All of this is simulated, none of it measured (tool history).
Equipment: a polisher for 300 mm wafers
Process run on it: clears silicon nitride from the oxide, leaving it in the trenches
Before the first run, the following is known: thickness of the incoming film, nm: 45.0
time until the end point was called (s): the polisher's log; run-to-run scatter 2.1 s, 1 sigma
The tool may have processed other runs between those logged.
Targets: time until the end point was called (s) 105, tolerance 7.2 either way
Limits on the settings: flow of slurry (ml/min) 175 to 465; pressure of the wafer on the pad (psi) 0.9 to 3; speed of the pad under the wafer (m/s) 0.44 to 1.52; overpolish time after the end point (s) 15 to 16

run,day,flow of slurry (ml/min),pressure of the wafer on the pad (psi),speed of the pad under the wafer (m/s),overpolish time after the end point (s),time until the end point was called (s)
1,0,295,1.9,0.98,15,64.781
2,0.158,295,1.8,0.98,15,69.408
3,0.221,295,2.1,0.98,15,59.804
4,0.3,250,2.1,0.98,15,60.657
5,0.496,250,2,0.96,15,62.488
6,0.671,250,2,0.96,16,63.734
7,0.988,250,1.9,0.94,16,71.836
8,1.033,250,1.8,0.94,16,72.812
9,1.162,250,1.7,0.94,16,76.349
10,1.396,250,1.6,0.94,16,80.691
11,1.688,250,1.5,0.94,16,83.335
12,1.721,250,1.4,0.94,16,92.932
13,2,250,1.3,0.94,16,97.559

Of the 4 settings listed for the next run, only one would bring every result within its allowed miss of target. Which one?
A,2.279,290,1,1.12,16,?
B,2.279,245,1.2,0.78,16,?
C,2.279,255,0.9,1.06,16,?
D,2.279,195,1.1,0.92,16,?

move,time until the end point was called (s)
A,103.74
B,127.76
C,121.57
D,121.45
A: all results in spec
B: takes the biggest miss from the last run beyond its target
C: takes the biggest miss from the last run beyond its target
D: takes the biggest miss from the last run beyond its target
Go with A: it meets all targets.

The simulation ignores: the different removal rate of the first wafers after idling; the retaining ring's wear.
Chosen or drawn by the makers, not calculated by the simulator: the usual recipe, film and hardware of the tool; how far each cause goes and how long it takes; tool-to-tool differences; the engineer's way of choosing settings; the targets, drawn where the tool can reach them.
